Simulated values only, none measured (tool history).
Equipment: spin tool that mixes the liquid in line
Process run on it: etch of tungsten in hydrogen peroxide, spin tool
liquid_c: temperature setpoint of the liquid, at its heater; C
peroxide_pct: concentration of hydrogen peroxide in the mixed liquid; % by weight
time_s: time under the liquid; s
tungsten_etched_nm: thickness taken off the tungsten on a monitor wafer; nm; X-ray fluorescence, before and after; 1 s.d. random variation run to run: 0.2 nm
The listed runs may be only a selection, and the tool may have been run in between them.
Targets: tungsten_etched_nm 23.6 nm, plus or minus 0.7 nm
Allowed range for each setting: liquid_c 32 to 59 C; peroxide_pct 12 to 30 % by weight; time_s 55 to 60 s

run,hour,liquid_c,peroxide_pct,time_s,tungsten_etched_nm
1,0,43,22,55,44.398
2,4,41.5,22,55,40.431
3,6.7,41.5,22,60,44.543
4,7.5,41.5,18,60,40.28
5,8.9,41.5,18,55,35.885
6,11.4,41.5,18,55,37.112
7,13.8,40.5,18,55,34.507
8,22.3,33.5,18,55,21.604

Exercise: of the 5 proposed moves below, exactly one satisfies all targets within the stated allowed misses. Which move is it?
A,30.8,32,18,55,?
B,30.8,34.5,19,55,?
C,30.8,33.5,19,55,?
D,30.8,32.5,17.5,60,?
E,30.8,32.5,21,55,?

move,tungsten_etched_nm
A,19.181
B,23.357
C,21.829
D,21.35
E,21.439
A: its largest miss is bigger than the last run's
B: all results land within tolerance of their targets
C: better than the last run, though not everything is in spec
D: its largest miss is bigger than the last run's
E: its largest miss is bigger than the last run's
Move B is the one to make.
